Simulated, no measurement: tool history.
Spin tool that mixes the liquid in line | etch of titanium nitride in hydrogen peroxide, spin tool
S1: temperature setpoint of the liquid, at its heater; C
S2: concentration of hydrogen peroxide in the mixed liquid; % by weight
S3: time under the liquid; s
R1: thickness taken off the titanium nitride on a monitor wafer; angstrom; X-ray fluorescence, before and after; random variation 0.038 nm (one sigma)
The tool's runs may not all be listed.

run 1 hour=0.0 | S1=45.0 S2=15.0 S3=275 | R1=149.94
run 2 hour=4.3 | S1=50.0 S2=15.0 S3=275 | R1=217.36
run 3 hour=12.9 | S1=44.5 S2=15.0 S3=275 | R1=144.03
run 4 hour=20.0 | S1=43.0 S2=15.0 S3=275 | R1=130.39
run 5 hour=27.1 | S1=43.0 S2=15.0 S3=275 | R1=129.14
run 6 hour=29.4 | S1=43.0 S2=16.5 S3=275 | R1=132.41
run 7 hour=35.2 | S1=42.0 S2=16.5 S3=275 | R1=122.48

The next listed run, before its measurement:
run 8 hour=38.2 | S1=41.0 S2=16.5 S3=275 | R1=?

Run 8 gave R1 114.15 angstrom.
